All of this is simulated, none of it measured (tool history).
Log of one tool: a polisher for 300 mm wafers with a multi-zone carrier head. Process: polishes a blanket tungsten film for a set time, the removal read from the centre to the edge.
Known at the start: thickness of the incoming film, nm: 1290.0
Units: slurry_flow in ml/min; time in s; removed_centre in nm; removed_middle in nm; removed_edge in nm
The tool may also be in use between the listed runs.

| run | hour | slurry_flow | centre_zone | middle_zone | edge_zone | slurry_solids | time | removed_centre | removed_middle | removed_edge |
|---|---|---|---|---|---|---|---|---|---|---|
| 1 | 0 | 280 | 1 | 1 | 1 | 1 | 61 | 308.22 | 319.04 | 315.08 |
| 2 | 7.2 | 280 | 1 | 1 | 1 | 0.9 | 61 | 298.64 | 304.6 | 300.99 |
| 3 | 7.8 | 280 | 1 | 1 | 1 | 0.75 | 61 | 279.4 | 284.96 | 285.87 |
| 4 | 14.8 | 280 | 1 | 1 | 1 | 0.85 | 61 | 290.51 | 296.15 | 294.67 |
| 5 | 16 | 295 | 1 | 1.04 | 1.02 | 0.9 | 61 | 298.52 | 317.85 | 306.56 |
| 6 | 17.5 | 310 | 1 | 1.07 | 1.04 | 0.95 | 61 | 309.12 | 332.27 | 315.6 |
| 7 | 24.4 | 320 | 0.99 | 1.09 | 1.05 | 1 | 61 | 311.13 | 344.41 | 321.46 |

Run 8 comes next. What will it give?
| 8 | 29.3 | 325 | 0.99 | 1.11 | 1.06 | 1.05 | 61 | ? | ? | ? |

{"run 8": {"removed_centre": 314.66, "removed_middle": 349.33, "removed_edge": 330.74}}
